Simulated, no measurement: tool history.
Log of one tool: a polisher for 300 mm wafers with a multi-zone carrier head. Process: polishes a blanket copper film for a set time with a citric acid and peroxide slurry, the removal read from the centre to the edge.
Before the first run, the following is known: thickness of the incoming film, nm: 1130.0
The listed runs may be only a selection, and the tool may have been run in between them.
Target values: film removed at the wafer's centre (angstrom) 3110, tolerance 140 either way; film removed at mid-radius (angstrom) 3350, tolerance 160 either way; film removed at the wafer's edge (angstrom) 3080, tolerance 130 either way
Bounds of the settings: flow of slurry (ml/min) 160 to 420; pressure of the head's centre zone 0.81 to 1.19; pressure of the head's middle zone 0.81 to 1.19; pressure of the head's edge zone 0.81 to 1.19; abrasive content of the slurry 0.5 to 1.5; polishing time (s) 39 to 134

| run | hour | flow of slurry (ml/min) | pressure of the head's centre zone | pressure of the head's middle zone | pressure of the head's edge zone | abrasive content of the slurry | polishing time (s) | film removed at the wafer's centre (angstrom) | film removed at mid-radius (angstrom) | film removed at the wafer's edge (angstrom) |
|---|---|---|---|---|---|---|---|---|---|---|
| 1 | 0 | 270 | 1 | 1 | 1 | 1 | 86 | 2466.4 | 2524.1 | 2423.2 |
| 2 | 6.2 | 270 | 1.01 | 1.02 | 1.02 | 1.1 | 87 | 2467.7 | 2605.1 | 2548.5 |
| 3 | 14.3 | 275 | 1.03 | 1.04 | 1.01 | 1.15 | 89 | 2705.4 | 2808.9 | 2628.1 |
| 4 | 18 | 275 | 1.03 | 1.04 | 1.01 | 1.15 | 75 | 2264.5 | 2369.9 | 2177.3 |
| 5 | 25.2 | 275 | 1.03 | 1.04 | 1.01 | 1.15 | 58 | 1720.9 | 1805.9 | 1733.8 |
| 6 | 27.6 | 275 | 1.03 | 1.04 | 1.01 | 1.15 | 43 | 1283.7 | 1340.3 | 1278 |
| 7 | 33.7 | 280 | 1.04 | 1.06 | 1.03 | 1.2 | 50 | 1534.5 | 1573.4 | 1500.3 |
| 8 | 41.3 | 280 | 1.03 | 1.07 | 1.04 | 1.25 | 57 | 1751.3 | 1898.2 | 1735.7 |
| 9 | 47.1 | 280 | 1.03 | 1.07 | 1.06 | 1.3 | 62 | 1903.1 | 2018.2 | 1932.7 |
| 10 | 50.4 | 285 | 1.04 | 1.09 | 1.07 | 1.35 | 66 | 2075.2 | 2231.1 | 2087.6 |
| 11 | 51 | 285 | 1.05 | 1.1 | 1.08 | 1.4 | 70 | 2200 | 2371.4 | 2209.2 |
| 12 | 57.7 | 290 | 1.06 | 1.11 | 1.09 | 1.4 | 73 | 2334.5 | 2592.9 | 2349.7 |
| 13 | 59.7 | 290 | 1.07 | 1.11 | 1.1 | 1.4 | 76 | 2492.3 | 2682.8 | 2491.2 |
| 14 | 64.5 | 295 | 1.08 | 1.12 | 1.11 | 1.4 | 78 | 2597.4 | 2648.3 | 2531.1 |
| 15 | 72.2 | 295 | 1.08 | 1.13 | 1.11 | 1.4 | 80 | 2639.8 | 2790.2 | 2591.6 |
| 16 | 79.7 | 295 | 1.08 | 1.13 | 1.11 | 1.4 | 82 | 2761.4 | 2827.5 | 2732.5 |
| 17 | 84.8 | 295 | 1.08 | 1.14 | 1.11 | 1.4 | 83 | 2743.5 | 2948.9 | 2738.9 |
| 18 | 92.6 | 295 | 1.08 | 1.15 | 1.11 | 1.4 | 84 | 2802.7 | 2980.1 | 2746.3 |
| 19 | 95.2 | 295 | 1.08 | 1.15 | 1.11 | 1.4 | 85 | 2840.7 | 2984 | 2743 |
| 20 | 104 | 295 | 1.08 | 1.15 | 1.11 | 1.4 | 86 | 2868.8 | 3066.8 | 2848.5 |
| 21 | 105.2 | 295 | 1.08 | 1.15 | 1.11 | 1.4 | 87 | 2905.1 | 3184.3 | 2775.1 |
| 22 | 114 | 295 | 1.08 | 1.15 | 1.12 | 1.4 | 87 | 2949.4 | 3064.7 | 2836.4 |
| 23 | 114.9 | 300 | 1.08 | 1.15 | 1.12 | 1.4 | 87 | 2929.1 | 3058.1 | 2822.6 |

Exercise: of the 4 proposed moves below, exactly one satisfies all targets within the stated allowed misses. Which move is it?
| A | 115.8 | 270 | 1.13 | 1.06 | 1.18 | 1.45 | 85 | ? | ? | ? |
| B | 115.8 | 370 | 1.14 | 1.19 | 0.94 | 1 | 97 | ? | ? | ? |
| C | 115.8 | 220 | 1.09 | 1.04 | 1.19 | 1.5 | 85 | ? | ? | ? |
| D | 115.8 | 340 | 1.09 | 1.16 | 1.15 | 1.35 | 93 | ? | ? | ? |

| move | film removed at the wafer's centre (angstrom) | film removed at mid-radius (angstrom) | film removed at the wafer's edge (angstrom) |
|---|---|---|---|
| A | 2961 | 2860.6 | 2887.8 |
| B | 3210.2 | 3384.7 | 2743.2 |
| C | 2823.3 | 2789 | 2886.7 |
| D | 3134.4 | 3384.6 | 3102.7 |
A: lands further from the targets than the last run did
B: lands further from the targets than the last run did
C: lands further from the targets than the last run did
D: in spec on every target
D is the move that brings every result within its allowed miss.

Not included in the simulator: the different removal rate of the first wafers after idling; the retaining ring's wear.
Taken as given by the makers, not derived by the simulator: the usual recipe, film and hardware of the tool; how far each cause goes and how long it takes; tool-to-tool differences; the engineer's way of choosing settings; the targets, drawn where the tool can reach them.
